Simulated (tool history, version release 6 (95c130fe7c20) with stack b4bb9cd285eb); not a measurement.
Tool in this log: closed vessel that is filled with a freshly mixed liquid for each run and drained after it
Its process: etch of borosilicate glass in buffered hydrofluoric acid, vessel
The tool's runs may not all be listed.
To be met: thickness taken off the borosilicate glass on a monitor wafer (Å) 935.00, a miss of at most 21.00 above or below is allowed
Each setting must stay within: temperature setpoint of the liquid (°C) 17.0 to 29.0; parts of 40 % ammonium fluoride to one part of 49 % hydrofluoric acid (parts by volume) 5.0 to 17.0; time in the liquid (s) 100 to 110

run	hour	temperature setpoint of the liquid (°C)	parts of 40 % ammonium fluoride to one part of 49 % hydrofluoric acid (parts by volume)	time in the liquid (s)	thickness taken off the borosilicate glass on a monitor wafer (Å)
1	0.0	21.0	10.5	100	984.18
2	3.6	21.0	12.0	100	876.13
3	9.7	21.5	12.0	100	887.03
4	15.4	21.5	13.0	100	822.59
5	23.1	22.0	13.0	100	847.89
6	29.1	22.0	10.5	100	1042.70
7	33.9	21.5	10.5	100	1015.90
# hour 38.0: thermometer replaced
8	38.0	20.5	10.5	100	1059.90
9	43.2	21.0	11.0	100	1037.90
10	51.9	21.0	11.0	100	1035.60
11	58.3	21.0	11.0	100	1035.80
12	61.3	21.5	11.5	100	1025.50
13	62.4	19.5	11.5	100	917.75

Of the 4 settings listed for the next run, only one would bring every result within its allowed miss of target. Which one?
A	63.5	19.0	11.5	100	?
B	63.5	17.0	11.5	110	?
C	63.5	20.5	12.5	105	?
D	63.5	17.5	11.0	105	?

move	thickness taken off the borosilicate glass on a monitor wafer (Å)
A	894.99
B	881.11
C	939.61
D	903.74
A: further off than the last run
B: further off than the last run
C: in spec on every target
D: further off than the last run
Move C is the one to make.
